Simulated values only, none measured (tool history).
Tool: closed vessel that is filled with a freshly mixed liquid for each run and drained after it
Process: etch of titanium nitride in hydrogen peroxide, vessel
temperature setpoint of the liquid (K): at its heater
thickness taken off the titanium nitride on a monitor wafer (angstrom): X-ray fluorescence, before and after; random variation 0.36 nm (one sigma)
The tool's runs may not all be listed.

run,hour,temperature setpoint of the liquid (K),concentration of hydrogen peroxide in the mixed liquid (% by weight),time in the liquid (s),thickness taken off the titanium nitride on a monitor wafer (angstrom)
1,0.0,326.15,24.0,675,226.16
2,5.3,326.15,24.0,675,222.40
3,8.1,319.65,24.0,675,139.38
4,8.8,319.65,20.0,675,133.87
5,13.7,323.15,21.5,675,175.82
6,20.7,326.15,23.0,675,221.40
7,21.9,328.65,24.0,675,266.75
8,28.4,330.65,25.0,675,310.19
9,33.5,332.15,26.0,675,345.69

Forecast run 10:
10,35.4,333.15,26.5,675,?

{"run 10": {"thickness taken off the titanium nitride on a monitor wafer (angstrom)": 372.42}}

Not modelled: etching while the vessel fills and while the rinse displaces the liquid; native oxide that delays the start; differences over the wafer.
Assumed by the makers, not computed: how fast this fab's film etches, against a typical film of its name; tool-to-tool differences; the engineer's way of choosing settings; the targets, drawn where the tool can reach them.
